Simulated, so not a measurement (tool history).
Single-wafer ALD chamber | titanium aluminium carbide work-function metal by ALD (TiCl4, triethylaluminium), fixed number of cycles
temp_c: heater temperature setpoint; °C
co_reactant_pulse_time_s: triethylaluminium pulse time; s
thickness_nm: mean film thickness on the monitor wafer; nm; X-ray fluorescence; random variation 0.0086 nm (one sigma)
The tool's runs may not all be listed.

run  hour  temp_c  co_reactant_pulse_time_s  thickness_nm
  1   0.0     320                      8.78        2.0394
  2   2.4     318                      8.62        2.0281
  3   8.8     327                      8.62        2.0916
  4  13.8     325                      8.37        2.0615
  5  18.4     323                      8.14        2.0459
  6  27.1     323                      6.88        1.9752
  7  31.6     322                      6.79        1.9711

The next listed run, before its measurement:
  8  39.0     321                      6.70             ?

thickness_nm: 1.9510 nm

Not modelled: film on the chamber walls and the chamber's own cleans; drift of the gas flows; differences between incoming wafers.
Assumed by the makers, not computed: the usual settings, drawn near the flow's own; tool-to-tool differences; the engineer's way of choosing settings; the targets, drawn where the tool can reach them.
